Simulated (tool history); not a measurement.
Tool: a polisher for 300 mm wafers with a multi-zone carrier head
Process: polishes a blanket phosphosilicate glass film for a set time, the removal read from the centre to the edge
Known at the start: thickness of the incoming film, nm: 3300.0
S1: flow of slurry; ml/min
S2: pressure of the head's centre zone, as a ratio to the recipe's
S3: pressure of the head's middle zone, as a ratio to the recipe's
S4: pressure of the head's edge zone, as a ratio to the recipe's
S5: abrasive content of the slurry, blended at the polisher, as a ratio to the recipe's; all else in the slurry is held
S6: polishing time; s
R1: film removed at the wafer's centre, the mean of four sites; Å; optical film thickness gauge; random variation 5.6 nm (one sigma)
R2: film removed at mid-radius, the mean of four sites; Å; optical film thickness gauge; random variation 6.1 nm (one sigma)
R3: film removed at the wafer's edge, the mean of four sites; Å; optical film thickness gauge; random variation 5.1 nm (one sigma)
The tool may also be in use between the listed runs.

run,hour,S1,S2,S3,S4,S5,S6,R1,R2,R3
1,0.0,170,1.00,1.00,1.00,1.00,31,2929.6,2912.9,2853.0
2,5.4,170,1.00,1.00,1.00,1.20,31,3232.5,3146.2,3038.7
3,11.1,170,1.00,1.00,1.00,1.20,35,3607.8,3509.0,3427.1
4,17.9,170,1.00,1.00,1.00,1.10,35,3437.7,3453.9,3306.9
5,19.2,170,1.00,1.00,1.00,1.10,40,4023.9,3972.4,3817.3
6,23.7,180,1.02,0.99,1.02,1.10,40,4030.1,3886.8,3838.0
7,25.5,180,1.04,0.99,1.03,1.15,40,4255.3,3905.0,3907.2
8,31.5,180,1.05,0.99,1.04,1.20,40,4365.9,4007.6,4073.2
9,35.4,185,1.06,1.00,1.04,1.20,40,4467.4,4172.2,4104.5

Run 10 comes next. What will it give?
10,39.2,185,1.07,0.99,1.05,1.20,40,?,?,?

Run 10 gave R1 4403.6 Å, R2 3987.4 Å, R3 4142.0 Å.

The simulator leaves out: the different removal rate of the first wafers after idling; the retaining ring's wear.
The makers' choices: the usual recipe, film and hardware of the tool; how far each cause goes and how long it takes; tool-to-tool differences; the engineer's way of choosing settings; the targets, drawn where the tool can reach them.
